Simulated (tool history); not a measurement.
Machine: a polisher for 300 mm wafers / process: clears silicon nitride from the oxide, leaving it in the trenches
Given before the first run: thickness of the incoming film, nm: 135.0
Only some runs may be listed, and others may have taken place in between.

run	hour	flow of slurry (ml/min)	pressure of the wafer on the pad (kPa)	speed of the pad under the wafer (cm/s)	overpolish time after the end point (s)	time until the end point was called (s)
1	0.0	135	21.4	84	9	161.22
2	2.7	135	21.4	70	9	186.65
3	4.0	135	20.7	70	9	192.19
4	10.7	135	20.0	70	9	196.36
5	13.1	135	19.3	70	9	197.30
6	20.4	135	21.4	70	9	186.10
7	23.1	135	20.0	70	9	202.43

For run 8, what comes out?
8	29.8	135	19.3	70	9	?

Logged for run 8: time until the end point was called (s) 212.69.
